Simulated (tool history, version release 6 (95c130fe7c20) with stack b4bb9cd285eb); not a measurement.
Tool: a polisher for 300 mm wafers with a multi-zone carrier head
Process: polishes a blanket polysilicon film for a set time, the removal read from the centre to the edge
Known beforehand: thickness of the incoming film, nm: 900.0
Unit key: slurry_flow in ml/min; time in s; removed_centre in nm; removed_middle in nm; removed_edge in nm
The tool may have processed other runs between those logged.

run	day	slurry_flow	centre_zone	middle_zone	edge_zone	time	removed_centre	removed_middle	removed_edge
1	0.000	320	1.00	1.00	1.00	45	264.27	255.96	262.16
2	0.100	320	0.96	1.00	1.00	45	248.01	254.64	268.56
3	0.312	320	1.04	1.00	1.00	45	274.23	257.26	265.72
4	0.579	320	1.02	0.97	0.97	41	242.93	224.81	240.96
5	0.738	320	0.95	0.97	0.97	41	230.97	227.13	239.70
6	0.833	320	0.94	0.95	0.95	38	211.67	210.45	217.22
7	0.925	315	0.93	0.91	0.93	37	196.06	195.87	214.16

For run 8, what comes out?
8	1.242	320	0.95	0.90	0.91	36	?	?	?

Logged for run 8: removed_centre 202.86 nm, removed_middle 191.55 nm, removed_edge 207.37 nm.
